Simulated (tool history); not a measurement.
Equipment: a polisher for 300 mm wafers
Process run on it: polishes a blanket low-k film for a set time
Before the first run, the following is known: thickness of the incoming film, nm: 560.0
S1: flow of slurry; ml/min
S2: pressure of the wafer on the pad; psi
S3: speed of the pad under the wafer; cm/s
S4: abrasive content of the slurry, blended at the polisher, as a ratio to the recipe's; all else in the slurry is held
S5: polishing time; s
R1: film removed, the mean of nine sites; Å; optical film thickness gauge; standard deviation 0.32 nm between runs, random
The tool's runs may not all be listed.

| run | day | S1 | S2 | S3 | S4 | S5 | R1 |
|---|---|---|---|---|---|---|---|
| 1 | 0.000 | 225 | 2.0 | 82 | 1.0 | 70 | 275.33 |
| 2 | 0.221 | 225 | 2.1 | 82 | 1.0 | 70 | 294.76 |
| 3 | 0.575 | 225 | 2.1 | 82 | 1.0 | 73 | 304.59 |
| 4 | 0.679 | 225 | 2.1 | 82 | 1.0 | 70 | 293.13 |
| 5 | 0.908 | 225 | 2.1 | 82 | 0.9 | 70 | 280.35 |
| 6 | 1.254 | 225 | 2.1 | 102 | 0.9 | 70 | 332.34 |

Forecast run 7:
| 7 | 1.392 | 235 | 2.2 | 102 | 0.9 | 70 | ? |

{"run 7": {"R1": 344.16}}

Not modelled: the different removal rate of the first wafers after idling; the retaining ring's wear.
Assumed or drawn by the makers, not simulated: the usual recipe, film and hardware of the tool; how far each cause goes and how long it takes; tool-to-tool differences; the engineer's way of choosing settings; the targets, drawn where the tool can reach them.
